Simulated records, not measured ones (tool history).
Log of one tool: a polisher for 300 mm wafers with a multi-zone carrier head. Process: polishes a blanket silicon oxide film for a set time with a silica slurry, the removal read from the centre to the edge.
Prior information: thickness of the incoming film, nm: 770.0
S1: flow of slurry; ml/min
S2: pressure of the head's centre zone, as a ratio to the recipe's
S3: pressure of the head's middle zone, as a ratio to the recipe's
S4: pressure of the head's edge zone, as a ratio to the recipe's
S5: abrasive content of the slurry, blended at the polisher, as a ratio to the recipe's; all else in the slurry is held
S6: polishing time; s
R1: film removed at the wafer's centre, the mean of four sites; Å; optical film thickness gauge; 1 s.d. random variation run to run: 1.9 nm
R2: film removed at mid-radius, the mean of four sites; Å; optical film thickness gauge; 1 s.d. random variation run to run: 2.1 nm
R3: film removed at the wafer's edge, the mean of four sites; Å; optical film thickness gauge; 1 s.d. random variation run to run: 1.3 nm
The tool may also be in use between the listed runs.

run    day   S1    S2    S3    S4    S5  S6      R1      R2      R3
  1      0  170     1     1     1     1  64  2138.8  2200.6  2133.1
  2  0.371  170     1     1  0.96     1  64  2141.5  2179.5  2109.2
  3  0.554  170     1     1  1.04     1  64  2156.1  2216.7  2211.6
  4  0.692  165  1.01  0.98  0.98  0.85  64  1980.1  1935.2  1917.4
  5  0.958  135  1.01  0.98  0.98  0.85  64  1912.8  1915.9  1874.3
  6  1.254  135  0.98  0.98  0.98  0.85  64  1835.8  1904.1  1881.7
     1.479  -- worn pad replaced by a new one
  7  1.479  130     1  0.96  0.93   0.8  64  1985.2  2012.9  1968.3
  8  1.604  170   1.1  1.06  1.03  0.55  57  1605.7  1543.2  1439.4

What will run 9 give?
  9  1.654  180  1.11  1.05  1.04  0.55  57   ?   ?   ?

Run 9 measured R1 1615.8 Å, R2 1539.7 Å, R3 1448.7 Å.
